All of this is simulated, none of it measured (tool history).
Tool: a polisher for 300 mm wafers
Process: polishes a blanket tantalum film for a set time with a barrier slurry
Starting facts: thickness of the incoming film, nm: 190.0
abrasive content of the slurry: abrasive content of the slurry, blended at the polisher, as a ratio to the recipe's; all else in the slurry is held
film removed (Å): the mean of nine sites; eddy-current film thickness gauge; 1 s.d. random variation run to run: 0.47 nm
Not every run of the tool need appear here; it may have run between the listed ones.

run,hour,flow of slurry (ml/min),pressure of the wafer on the pad (kPa),speed of the pad under the wafer (m/s),abrasive content of the slurry,polishing time (s),film removed (Å)
1,0.0,140,9.0,1.22,1.0,23,262.00
2,2.7,140,9.0,1.22,1.0,23,256.93
3,4.8,140,6.9,1.22,1.0,23,207.23
4,9.8,140,8.3,1.24,1.0,23,244.40
5,15.6,140,8.3,1.24,1.0,23,241.65
6,16.7,160,8.3,1.24,1.0,23,253.44

Run 7 is up next; what results do you expect?
7,21.6,165,9.0,1.24,1.0,23,?

For run 7 the tool returned film removed (Å) 282.36.
